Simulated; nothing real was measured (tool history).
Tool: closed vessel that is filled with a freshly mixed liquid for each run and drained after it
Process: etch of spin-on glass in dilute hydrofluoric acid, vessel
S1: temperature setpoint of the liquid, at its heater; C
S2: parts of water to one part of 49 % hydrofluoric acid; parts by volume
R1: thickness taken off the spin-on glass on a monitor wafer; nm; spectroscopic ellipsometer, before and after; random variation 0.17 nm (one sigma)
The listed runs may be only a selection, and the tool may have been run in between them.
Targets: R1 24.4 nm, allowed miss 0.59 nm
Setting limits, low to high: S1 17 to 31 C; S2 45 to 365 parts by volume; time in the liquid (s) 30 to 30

Run 1, day 0: S1 23 C, S2 205 parts by volume, time in the liquid (s) 30. Result: R1 8.6863 nm.
Run 2, day 0.038: S1 24.5 C, S2 185 parts by volume, time in the liquid (s) 30. Result: R1 10.579 nm.
Run 3, day 0.404: S1 25.5 C, S2 170 parts by volume, time in the liquid (s) 30. Result: R1 11.96 nm.
Run 4, day 0.596: S1 26.5 C, S2 155 parts by volume, time in the liquid (s) 30. Result: R1 13.791 nm.
Run 5, day 0.892: S1 27 C, S2 145 parts by volume, time in the liquid (s) 30. Result: R1 15.278 nm.
Run 6, day 0.929: S1 25 C, S2 145 parts by volume, time in the liquid (s) 30. Result: R1 14.145 nm.
Run 7, day 1.112: S1 26 C, S2 135 parts by volume, time in the liquid (s) 30. Result: R1 16.005 nm.
Run 8, day 1.271: S1 27 C, S2 130 parts by volume, time in the liquid (s) 30. Result: R1 17.513 nm.
Run 9, day 1.383: S1 27.5 C, S2 125 parts by volume, time in the liquid (s) 30. Result: R1 18.646 nm.
Run 10, day 1.608: S1 28 C, S2 125 parts by volume, time in the liquid (s) 30. Result: R1 18.818 nm.
Run 11, day 1.654: S1 31 C, S2 90 parts by volume, time in the liquid (s) 30. Result: R1 30.819 nm.
Run 12, day 2.033: S1 30.5 C, S2 90 parts by volume, time in the liquid (s) 30. Result: R1 29.867 nm.
Run 13, day 2.421: S1 30 C, S2 90 parts by volume, time in the liquid (s) 30. Result: R1 29.574 nm.
Run 14, day 2.788: S1 29.5 C, S2 90 parts by volume, time in the liquid (s) 30. Result: R1 28.89 nm.
Run 15, day 2.933: S1 29 C, S2 90 parts by volume, time in the liquid (s) 30. Result: R1 28.317 nm.
Run 16, day 3.017: S1 29 C, S2 90 parts by volume, time in the liquid (s) 30. Result: R1 28.664 nm.
Run 17, day 3.158: S1 28.5 C, S2 90 parts by volume, time in the liquid (s) 30. Result: R1 27.994 nm.
Run 18, day 3.508: S1 28 C, S2 90 parts by volume, time in the liquid (s) 30. Result: R1 27.426 nm.
Run 19, day 3.638: S1 27.5 C, S2 90 parts by volume, time in the liquid (s) 30. Result: R1 26.896 nm.
Run 20, day 3.692: S1 27 C, S2 90 parts by volume, time in the liquid (s) 30. Result: R1 26.606 nm.
Run 21, day 3.879: S1 26.5 C, S2 90 parts by volume, time in the liquid (s) 30. Result: R1 25.9 nm.
Run 22, day 4.238: S1 26 C, S2 90 parts by volume, time in the liquid (s) 30. Result: R1 25.254 nm.

Which of these 5 next moves meets every target?
Run A, day 4.596: S1 28.5 C, S2 95 parts by volume, time in the liquid (s) 30. Result: R1 ?.
Run B, day 4.596: S1 21.5 C, S2 75 parts by volume, time in the liquid (s) 30. Result: R1 ?.
Run C, day 4.596: S1 24.5 C, S2 85 parts by volume, time in the liquid (s) 30. Result: R1 ?.
Run D, day 4.596: S1 25 C, S2 85 parts by volume, time in the liquid (s) 30. Result: R1 ?.
Run E, day 4.596: S1 23.5 C, S2 85 parts by volume, time in the liquid (s) 30. Result: R1 ?.

move      R1
   A  26.173
   B  25.763
   C  25.357
   D  25.867
   E  24.361
A: the biggest miss grows against the last run
B: the biggest miss grows against the last run
C: the biggest miss grows against the last run
D: the biggest miss grows against the last run
E: meets every target
E is the move that brings every result within its allowed miss.

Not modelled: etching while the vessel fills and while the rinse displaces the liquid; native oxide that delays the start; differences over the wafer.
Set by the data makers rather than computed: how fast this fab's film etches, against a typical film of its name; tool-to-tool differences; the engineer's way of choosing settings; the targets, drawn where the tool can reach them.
